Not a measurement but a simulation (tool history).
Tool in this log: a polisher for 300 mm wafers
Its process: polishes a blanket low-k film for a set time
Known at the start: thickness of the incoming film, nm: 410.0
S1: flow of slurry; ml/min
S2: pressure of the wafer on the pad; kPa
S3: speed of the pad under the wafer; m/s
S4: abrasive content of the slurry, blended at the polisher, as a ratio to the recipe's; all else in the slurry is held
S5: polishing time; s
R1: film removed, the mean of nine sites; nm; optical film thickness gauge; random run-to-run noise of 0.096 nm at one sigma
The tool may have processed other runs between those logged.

Run 1, hour 0: S1 170 ml/min, S2 16.5 kPa, S3 0.98 m/s, S4 1, S5 34 s. Result: R1 14.438 nm.
Run 2, hour 7.3: S1 210 ml/min, S2 16.5 kPa, S3 0.98 m/s, S4 1, S5 34 s. Result: R1 15.003 nm.
Run 3, hour 15.9: S1 210 ml/min, S2 16.5 kPa, S3 0.98 m/s, S4 0.8, S5 34 s. Result: R1 13.714 nm.
Run 4, hour 20.7: S1 210 ml/min, S2 16.5 kPa, S3 0.98 m/s, S4 0.8, S5 34 s. Result: R1 13.506 nm.
Run 5, hour 25.7: S1 210 ml/min, S2 19.3 kPa, S3 0.98 m/s, S4 0.8, S5 34 s. Result: R1 16.022 nm.
Run 6, hour 34.1: S1 200 ml/min, S2 17.9 kPa, S3 0.98 m/s, S4 0.8, S5 34 s. Result: R1 14.49 nm.

The next listed run, before its measurement:
Run 7, hour 36.7: S1 185 ml/min, S2 17.2 kPa, S3 0.98 m/s, S4 0.8, S5 34 s. Result: R1 ?.

R1: 14.043 nm

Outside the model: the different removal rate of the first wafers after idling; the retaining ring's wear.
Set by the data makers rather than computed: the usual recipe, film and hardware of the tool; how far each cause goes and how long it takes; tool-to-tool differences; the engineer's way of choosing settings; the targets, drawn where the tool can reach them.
